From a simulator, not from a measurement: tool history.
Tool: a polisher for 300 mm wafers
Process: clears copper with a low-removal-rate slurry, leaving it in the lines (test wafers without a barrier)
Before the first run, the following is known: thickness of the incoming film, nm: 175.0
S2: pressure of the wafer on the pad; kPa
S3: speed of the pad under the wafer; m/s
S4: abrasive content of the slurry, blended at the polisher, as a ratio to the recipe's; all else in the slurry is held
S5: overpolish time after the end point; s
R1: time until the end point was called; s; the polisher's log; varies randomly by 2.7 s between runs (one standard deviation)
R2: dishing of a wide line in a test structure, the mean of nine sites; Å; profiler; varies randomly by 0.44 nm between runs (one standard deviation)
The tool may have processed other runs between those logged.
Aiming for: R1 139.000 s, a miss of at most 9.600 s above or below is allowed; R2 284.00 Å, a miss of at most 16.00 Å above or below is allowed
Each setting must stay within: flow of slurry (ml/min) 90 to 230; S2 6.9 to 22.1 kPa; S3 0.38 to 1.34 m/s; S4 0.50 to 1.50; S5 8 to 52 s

{"run": 1, "hour": 0.0, "flow of slurry (ml/min)": 150, "S2": 14.5, "S3": 0.86, "S4": 1.0, "S5": 26, "R1": 77.828, "R2": 413.86}
{"run": 2, "hour": 6.1, "flow of slurry (ml/min)": 150, "S2": 14.5, "S3": 0.86, "S4": 0.85, "S5": 26, "R1": 81.085, "R2": 395.81}
{"run": 3, "hour": 7.1, "flow of slurry (ml/min)": 150, "S2": 12.4, "S3": 0.84, "S4": 0.85, "S5": 27, "R1": 99.452, "R2": 361.15}
{"run": 4, "hour": 12.6, "flow of slurry (ml/min)": 150, "S2": 12.4, "S3": 0.84, "S4": 1.0, "S5": 27, "R1": 91.986, "R2": 365.28}
{"run": 5, "hour": 18.6, "flow of slurry (ml/min)": 150, "S2": 12.4, "S3": 0.66, "S4": 1.0, "S5": 27, "R1": 116.13, "R2": 296.61}
{"run": 6, "hour": 27.2, "flow of slurry (ml/min)": 150, "S2": 9.7, "S3": 0.66, "S4": 1.0, "S5": 27, "R1": 148.59, "R2": 240.96}
{"run": 7, "hour": 34.8, "flow of slurry (ml/min)": 150, "S2": 9.7, "S3": 0.66, "S4": 1.0, "S5": 28, "R1": 151.87, "R2": 243.41}
{"run": 8, "hour": 36.8, "flow of slurry (ml/min)": 150, "S2": 9.7, "S3": 0.66, "S4": 1.0, "S5": 29, "R1": 156.18, "R2": 257.96}

Exactly one of the 5 candidate moves below puts every result within its allowed miss. Which one?
{"run": "A", "hour": 38.8, "flow of slurry (ml/min)": 160, "S2": 7.6, "S3": 0.88, "S4": 0.9, "S5": 21, "R1": "?", "R2": "?"}
{"run": "B", "hour": 38.8, "flow of slurry (ml/min)": 140, "S2": 9.0, "S3": 0.68, "S4": 1.05, "S5": 28, "R1": "?", "R2": "?"}
{"run": "C", "hour": 38.8, "flow of slurry (ml/min)": 165, "S2": 10.3, "S3": 0.66, "S4": 1.0, "S5": 30, "R1": "?", "R2": "?"}
{"run": "D", "hour": 38.8, "flow of slurry (ml/min)": 160, "S2": 11.7, "S3": 0.6, "S4": 0.85, "S5": 22, "R1": "?", "R2": "?"}
{"run": "E", "hour": 38.8, "flow of slurry (ml/min)": 170, "S2": 10.3, "S3": 0.58, "S4": 1.15, "S5": 24, "R1": "?", "R2": "?"}

move=A R1=149.270 R2=191.54
move=B R1=160.690 R2=233.39
move=C R1=142.440 R2=277.33
move=D R1=144.520 R2=209.34
move=E R1=155.260 R2=211.21
A: misses by more than the last run did
B: misses by more than the last run did
C: every result within its allowed miss
D: brings the last run's worst result on target, with another outside its allowed miss
E: misses by more than the last run did
The right move is C.
